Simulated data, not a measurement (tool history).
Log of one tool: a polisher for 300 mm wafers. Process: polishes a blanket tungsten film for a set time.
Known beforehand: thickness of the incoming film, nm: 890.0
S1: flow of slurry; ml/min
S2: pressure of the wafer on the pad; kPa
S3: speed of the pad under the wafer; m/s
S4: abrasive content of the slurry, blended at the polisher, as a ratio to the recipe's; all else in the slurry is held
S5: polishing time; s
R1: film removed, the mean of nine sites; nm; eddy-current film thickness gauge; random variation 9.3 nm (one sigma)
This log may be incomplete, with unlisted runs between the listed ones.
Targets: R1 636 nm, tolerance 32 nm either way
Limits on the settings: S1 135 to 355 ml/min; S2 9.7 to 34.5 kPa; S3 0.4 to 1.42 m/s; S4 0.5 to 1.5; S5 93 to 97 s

run,hour,S1,S2,S3,S4,S5,R1
1,0,225,22.1,0.9,1,93,396.69
2,6.3,225,23.4,0.9,1,93,414.66
3,9.3,225,24.8,0.9,1,93,433.9
4,11.9,225,24.8,0.72,1,93,388.74
5,15.7,225,20,0.72,1,93,328.22
6,18,225,22.8,0.72,1,93,370.36
7,26.5,225,24.8,0.76,1,93,404.65
8,33.2,225,26.2,0.78,1,93,419.44
9,38.9,225,27.6,0.82,1,93,470.33
10,43.1,225,29,0.82,1,93,496.41
11,44.2,225,29.6,0.82,1,93,504.49
12,51.7,225,30.3,0.84,1,93,515.87
13,54.7,225,31,0.86,1,93,533.42
14,58.2,225,31.7,0.88,1,93,560.58
15,59.9,225,32.4,0.88,1,93,565.2
16,65.7,225,33.1,0.9,1,93,591.11

5 next moves are on the table. One of them brings every result within its allowed miss. Which?
A,71.5,220,33.1,0.82,1.25,93,?
B,71.5,335,30.3,1.1,0.8,97,?
C,71.5,140,31.7,0.84,1.1,97,?
D,71.5,205,34.5,0.82,1,93,?
E,71.5,200,32.4,0.78,0.85,97,?

move,R1
A,588.1
B,633.09
C,537.15
D,574.65
E,525.69
A: lands further from the targets than the last run did
B: all results in spec
C: lands further from the targets than the last run did
D: lands further from the targets than the last run did
E: lands further from the targets than the last run did
Move B is the one to make.
